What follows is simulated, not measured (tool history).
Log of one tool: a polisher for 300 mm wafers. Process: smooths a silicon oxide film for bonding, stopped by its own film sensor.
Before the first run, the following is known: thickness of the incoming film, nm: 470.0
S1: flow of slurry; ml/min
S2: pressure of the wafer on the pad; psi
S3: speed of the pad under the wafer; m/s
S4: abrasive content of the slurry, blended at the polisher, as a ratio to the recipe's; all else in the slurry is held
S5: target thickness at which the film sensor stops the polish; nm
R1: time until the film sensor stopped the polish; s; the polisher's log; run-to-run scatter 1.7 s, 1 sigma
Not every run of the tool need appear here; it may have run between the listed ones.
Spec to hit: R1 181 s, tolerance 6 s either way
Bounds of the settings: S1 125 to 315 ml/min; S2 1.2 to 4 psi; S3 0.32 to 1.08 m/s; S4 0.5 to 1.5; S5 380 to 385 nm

run	hour	S1	S2	S3	S4	S5	R1
1	0	205	2.6	0.7	1	385	138.99
2	1.3	205	2.6	0.7	0.9	385	142.89
3	3.5	205	2.6	0.7	0.9	385	143.73
4	7.9	205	2.6	0.7	1.05	385	138.39
5	11.4	205	2.6	0.7	0.95	385	141.26
6	12.8	205	3.2	0.7	0.95	385	114.77
7	16.8	205	3	0.7	0.95	385	124.03
8	18.5	205	2.8	0.7	0.95	385	129.12
9	26.9	205	2.7	0.7	0.95	385	135.19
10	32.7	205	2.6	0.7	0.95	385	138.97
11	39.6	205	2.5	0.7	0.95	385	146.34
12	42.4	205	2.4	0.7	0.95	385	151.96
13	47.3	205	2.4	0.7	0.95	385	149.65

Of the 5 settings listed for the next run, only one would bring every result within its allowed miss of target. Which one?
A	52.2	150	2.4	0.7	1	380	?
B	52.2	270	2	0.74	0.9	380	?
C	52.2	160	2.8	0.74	1.15	385	?
D	52.2	200	2.8	0.68	1	385	?
E	52.2	185	2.3	0.68	0.9	384	?

move	R1
A	165.92
B	180.02
C	122.83
D	131.03
E	167.6
A: nearer than the last run, and not there yet
B: in spec on every target
C: its largest miss is bigger than the last run's
D: its largest miss is bigger than the last run's
E: nearer than the last run, and not there yet
Move B is the one to make.

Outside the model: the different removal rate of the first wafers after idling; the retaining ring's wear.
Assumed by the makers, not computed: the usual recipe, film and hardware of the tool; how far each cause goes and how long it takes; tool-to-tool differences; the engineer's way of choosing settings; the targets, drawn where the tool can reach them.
